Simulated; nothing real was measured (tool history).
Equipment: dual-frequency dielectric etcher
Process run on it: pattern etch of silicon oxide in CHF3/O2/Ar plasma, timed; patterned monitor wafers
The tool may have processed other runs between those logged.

| run | hour | source power (W) | bias power (W) | etch time (s) | mean etch depth across the wafer (nm) |
|---|---|---|---|---|---|
| 1 | 0 | 570 | 217 | 274 | 554.3 |
| 2 | 8.8 | 520 | 215 | 274 | 531.89 |
| 3 | 14.9 | 490 | 214 | 274 | 522.7 |
| 4 | 20.3 | 490 | 214 | 252 | 477.12 |
| 5 | 25.3 | 490 | 193 | 252 | 459.02 |
| 6 | 31.4 | 490 | 193 | 252 | 462.1 |
| 7 | 33.5 | 520 | 194 | 252 | 470.01 |
| 8 | 39.2 | 520 | 194 | 252 | 473.34 |

Run 9 comes next. What will it give?
| 9 | 47.9 | 540 | 195 | 252 | ? |

{"run 9": {"mean etch depth across the wafer (nm)": 480.2}}
